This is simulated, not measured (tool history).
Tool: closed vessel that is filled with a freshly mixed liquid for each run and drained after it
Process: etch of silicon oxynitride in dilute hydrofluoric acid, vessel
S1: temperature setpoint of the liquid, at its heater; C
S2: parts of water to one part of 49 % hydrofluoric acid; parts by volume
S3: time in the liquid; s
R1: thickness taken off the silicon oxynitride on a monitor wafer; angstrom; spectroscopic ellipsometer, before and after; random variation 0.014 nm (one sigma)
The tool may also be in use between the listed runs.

run	day	S1	S2	S3	R1
1	0.000	22.0	230	305	52.057
2	0.142	21.0	230	305	49.673
3	0.512	20.5	230	305	48.763
4	0.667	20.0	230	305	47.696
5	0.921	20.0	185	305	60.967
6	1.117	19.0	195	305	54.924
7	1.433	18.5	200	305	52.228
8	1.629	18.0	205	305	49.492

The next listed run, before its measurement:
9	1.679	17.5	205	305	?

Run 9 gave R1 48.397 angstrom.
